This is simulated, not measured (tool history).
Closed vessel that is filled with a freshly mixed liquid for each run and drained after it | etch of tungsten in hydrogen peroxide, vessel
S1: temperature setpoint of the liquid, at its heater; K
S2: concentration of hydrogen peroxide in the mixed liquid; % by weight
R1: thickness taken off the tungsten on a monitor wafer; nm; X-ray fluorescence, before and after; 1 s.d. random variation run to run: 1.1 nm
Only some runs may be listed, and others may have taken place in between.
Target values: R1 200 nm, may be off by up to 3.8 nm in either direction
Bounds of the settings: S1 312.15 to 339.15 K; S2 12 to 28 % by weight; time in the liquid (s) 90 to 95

Run 1, hour 0: S1 328.15 K, S2 19 % by weight, time in the liquid (s) 90. Result: R1 261.89 nm.
Run 2, hour 5.9: S1 328.15 K, S2 19 % by weight, time in the liquid (s) 90. Result: R1 261.3 nm.
Run 3, hour 14.5: S1 332.15 K, S2 19 % by weight, time in the liquid (s) 90. Result: R1 330.76 nm.
Run 4, hour 16.3: S1 332.15 K, S2 15.5 % by weight, time in the liquid (s) 90. Result: R1 300.68 nm.
Run 5, hour 17.4: S1 332.15 K, S2 15.5 % by weight, time in the liquid (s) 95. Result: R1 315.86 nm.
Run 6, hour 21.3: S1 332.15 K, S2 15.5 % by weight, time in the liquid (s) 90. Result: R1 298.88 nm.
Run 7, hour 23.3: S1 330.15 K, S2 15.5 % by weight, time in the liquid (s) 90. Result: R1 265.32 nm.
Run 8, hour 30.4: S1 328.65 K, S2 15.5 % by weight, time in the liquid (s) 90. Result: R1 243.31 nm.
Run 9, hour 38: S1 327.65 K, S2 15.5 % by weight, time in the liquid (s) 90. Result: R1 229.22 nm.
Run 10, hour 39.5: S1 327.15 K, S2 15.5 % by weight, time in the liquid (s) 90. Result: R1 222 nm.
Run 11, hour 46.8: S1 326.65 K, S2 15.5 % by weight, time in the liquid (s) 90. Result: R1 215.82 nm.

Which one of the following 5 next-run settings gets every result inside its allowed miss? There is exactly one.
Run A, hour 54.1: S1 326.65 K, S2 12.5 % by weight, time in the liquid (s) 90. Result: R1 ?.
Run B, hour 54.1: S1 325.15 K, S2 16 % by weight, time in the liquid (s) 90. Result: R1 ?.
Run C, hour 54.1: S1 324.65 K, S2 18.5 % by weight, time in the liquid (s) 95. Result: R1 ?.
Run D, hour 54.1: S1 321.65 K, S2 19.5 % by weight, time in the liquid (s) 95. Result: R1 ?.
Run E, hour 54.1: S1 324.65 K, S2 15.5 % by weight, time in the liquid (s) 90. Result: R1 ?.

move      R1
   A  195.19
   B   201.8
   C  222.22
   D  189.93
   E   192.7
A: carries the result that was furthest off beyond its target, to the other side
B: in spec on every target
C: lands further from the targets than the last run did
D: carries the result that was furthest off beyond its target, to the other side
E: carries the result that was furthest off beyond its target, to the other side
The right move is B.
